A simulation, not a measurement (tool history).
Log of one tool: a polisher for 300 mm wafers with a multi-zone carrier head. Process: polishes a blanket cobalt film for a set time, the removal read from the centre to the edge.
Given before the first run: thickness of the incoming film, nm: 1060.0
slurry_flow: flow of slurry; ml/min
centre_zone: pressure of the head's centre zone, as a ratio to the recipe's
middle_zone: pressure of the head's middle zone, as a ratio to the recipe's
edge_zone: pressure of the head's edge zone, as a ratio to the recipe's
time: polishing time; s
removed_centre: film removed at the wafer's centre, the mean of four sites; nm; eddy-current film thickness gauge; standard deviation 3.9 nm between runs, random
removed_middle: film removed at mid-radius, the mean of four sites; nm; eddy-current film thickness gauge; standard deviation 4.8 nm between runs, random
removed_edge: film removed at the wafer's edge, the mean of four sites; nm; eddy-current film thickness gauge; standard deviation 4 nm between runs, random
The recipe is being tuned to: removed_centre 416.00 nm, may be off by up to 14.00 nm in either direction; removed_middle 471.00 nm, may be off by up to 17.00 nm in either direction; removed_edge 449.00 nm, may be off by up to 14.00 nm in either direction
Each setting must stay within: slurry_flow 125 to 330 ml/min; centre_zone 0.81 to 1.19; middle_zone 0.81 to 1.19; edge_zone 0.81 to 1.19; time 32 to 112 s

run	hour	slurry_flow	centre_zone	middle_zone	edge_zone	time	removed_centre	removed_middle	removed_edge
1	0.0	210	1.00	1.00	1.00	72	354.84	344.80	354.96
2	3.3	175	1.00	1.00	1.00	72	350.12	338.68	343.72
3	7.4	195	1.00	1.04	1.03	74	371.39	370.69	359.22
4	15.8	195	0.95	1.04	1.03	74	337.10	367.45	361.10
5	19.4	210	0.95	1.05	1.06	76	361.80	385.15	376.34
6	22.3	220	0.94	1.06	1.08	78	365.94	399.55	391.15
7	24.5	230	0.94	1.07	1.10	79	370.13	414.84	398.03
8	29.6	235	0.94	1.07	1.11	80	380.00	419.95	414.22
9	35.9	245	0.94	1.08	1.12	80	380.37	430.22	414.81

Which single option among these 4 for the next run brings every result within its allowed miss of target? Just one does.
A	42.2	210	0.94	1.09	1.10	89	?	?	?
B	42.2	295	0.86	0.94	1.06	88	?	?	?
C	42.2	245	1.02	1.08	1.08	88	?	?	?
D	42.2	245	0.88	1.05	1.14	86	?	?	?

move	removed_centre	removed_middle	removed_edge
A	405.69	475.18	457.97
B	381.53	430.14	457.80
C	444.24	474.31	454.72
D	374.03	452.83	456.95
A: every result lands within tolerance
B: as far off as the last run
C: carries the result that was furthest off beyond its target, to the other side
D: misses by more than the last run did
Answer: A
